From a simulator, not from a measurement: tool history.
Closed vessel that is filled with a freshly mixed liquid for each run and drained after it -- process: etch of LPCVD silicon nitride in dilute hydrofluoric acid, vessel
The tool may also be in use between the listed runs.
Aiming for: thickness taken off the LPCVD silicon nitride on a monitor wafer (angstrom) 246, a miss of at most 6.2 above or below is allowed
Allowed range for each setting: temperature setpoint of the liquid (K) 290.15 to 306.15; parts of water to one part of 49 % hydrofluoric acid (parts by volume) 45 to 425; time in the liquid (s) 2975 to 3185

run	hour	temperature setpoint of the liquid (K)	parts of water to one part of 49 % hydrofluoric acid (parts by volume)	time in the liquid (s)	thickness taken off the LPCVD silicon nitride on a monitor wafer (angstrom)
1	0	298.15	235	2975	58.038
2	5.7	295.15	235	2975	48.612
3	14.1	295.15	270	2975	42.053
4	18.5	297.15	225	3015	56.987
5	19.9	297.15	180	3015	71.959
6	26.5	297.15	245	3015	53.225
7	30.6	299.15	205	3050	72.916
# hour 34.7: hydrofluoric acid flow meter replaced
8	34.7	303.15	110	3185	196.41
9	42.1	303.65	110	3185	203.15
10	44.1	306.15	100	3185	262.73
11	50.4	305.65	100	3185	253.53

Below are 4 possible settings for the next run. Only one of them brings all results inside the allowed miss of their targets. Which is it?
A	56.7	305.65	95	3185	?
B	56.7	305.65	100	3110	?
C	56.7	306.15	100	3185	?
D	56.7	304.65	90	3185	?

move	thickness taken off the LPCVD silicon nitride on a monitor wafer (angstrom)
A	265.97
B	246.55
C	260.37
D	264.02
A: moves away from the targets compared with the last run
B: all results land within tolerance of their targets
C: moves away from the targets compared with the last run
D: moves away from the targets compared with the last run
The move that meets every target is B.
